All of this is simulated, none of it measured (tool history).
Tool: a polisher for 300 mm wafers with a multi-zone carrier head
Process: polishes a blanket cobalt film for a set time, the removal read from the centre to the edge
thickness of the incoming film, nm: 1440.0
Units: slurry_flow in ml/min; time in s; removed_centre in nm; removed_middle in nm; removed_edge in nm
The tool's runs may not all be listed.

| run | hour | slurry_flow | centre_zone | middle_zone | edge_zone | time | removed_centre | removed_middle | removed_edge |
|---|---|---|---|---|---|---|---|---|---|
| 1 | 0.0 | 135 | 1.00 | 1.00 | 1.00 | 68 | 185.75 | 191.94 | 187.15 |
| 2 | 4.7 | 150 | 1.05 | 1.05 | 1.04 | 73 | 212.97 | 219.51 | 208.38 |
| 3 | 8.3 | 150 | 1.05 | 1.05 | 1.08 | 73 | 216.19 | 218.60 | 210.69 |
| 4 | 16.3 | 130 | 1.05 | 1.05 | 1.08 | 73 | 207.62 | 209.69 | 207.66 |
| 5 | 20.3 | 130 | 1.05 | 1.05 | 1.13 | 73 | 205.48 | 217.16 | 214.49 |
| 6 | 21.7 | 130 | 1.05 | 1.05 | 1.19 | 73 | 205.26 | 213.96 | 219.58 |
| 7 | 29.1 | 165 | 1.15 | 1.15 | 1.17 | 84 | 275.01 | 279.35 | 257.26 |
| 8 | 29.8 | 175 | 1.16 | 1.16 | 1.17 | 84 | 284.38 | 275.67 | 257.28 |
| 9 | 30.6 | 175 | 1.16 | 1.17 | 1.15 | 85 | 287.64 | 291.80 | 258.49 |

The next listed run, before its measurement:
| 10 | 35.8 | 175 | 1.16 | 1.17 | 1.15 | 85 | ? | ? | ? |

removed_centre: 285.62 nm
removed_middle: 289.55 nm
removed_edge: 257.59 nm
